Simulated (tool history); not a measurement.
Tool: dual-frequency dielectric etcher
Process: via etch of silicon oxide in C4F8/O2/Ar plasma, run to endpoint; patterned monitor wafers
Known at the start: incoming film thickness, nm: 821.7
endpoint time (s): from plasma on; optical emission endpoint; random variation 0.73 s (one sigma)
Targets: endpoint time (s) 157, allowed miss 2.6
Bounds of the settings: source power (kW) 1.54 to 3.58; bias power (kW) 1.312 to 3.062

run 1 day=0 | source_power_(kW)=2.56 bias_power_(kW)=2.187 | endpoint_time_(s)=131.59
run 2 day=0.371 | source_power_(kW)=2.42 bias_power_(kW)=2.153 | endpoint_time_(s)=138.14
run 3 day=0.546 | source_power_(kW)=2.34 bias_power_(kW)=2.147 | endpoint_time_(s)=141.25
run 4 day=0.879 | source_power_(kW)=2.69 bias_power_(kW)=2.147 | endpoint_time_(s)=128.25
run 5 day=1.075 | source_power_(kW)=2.58 bias_power_(kW)=2.138 | endpoint_time_(s)=132.32
run 6 day=1.225 | source_power_(kW)=2.73 bias_power_(kW)=2.138 | endpoint_time_(s)=127.78
run 7 day=1.458 | source_power_(kW)=2.22 bias_power_(kW)=2.007 | endpoint_time_(s)=149.08
run 8 day=1.746 | source_power_(kW)=2.19 bias_power_(kW)=2.005 | endpoint_time_(s)=150.81
run 9 day=1.942 | source_power_(kW)=2.17 bias_power_(kW)=2.004 | endpoint_time_(s)=151.72
run 10 day=1.996 | source_power_(kW)=2.15 bias_power_(kW)=2.003 | endpoint_time_(s)=153.6
run 11 day=2.15 | source_power_(kW)=2.14 bias_power_(kW)=2.002 | endpoint_time_(s)=151.91

4 next moves are on the table. One of them brings every result within its allowed miss. Which?
run A day=2.304 | source_power_(kW)=1.91 bias_power_(kW)=2.437 | endpoint_time_(s)=?
run B day=2.304 | source_power_(kW)=2.19 bias_power_(kW)=1.917 | endpoint_time_(s)=?
run C day=2.304 | source_power_(kW)=2.12 bias_power_(kW)=2.075 | endpoint_time_(s)=?
run D day=2.304 | source_power_(kW)=2.18 bias_power_(kW)=1.984 | endpoint_time_(s)=?

move=A endpoint_time_(s)=156.39
move=B endpoint_time_(s)=153.52
move=C endpoint_time_(s)=152.92
move=D endpoint_time_(s)=152.21
A: meets every target
B: nearer than the last run, and not there yet
C: nearer than the last run, and not there yet
D: nearer than the last run, and not there yet
The right move is A.
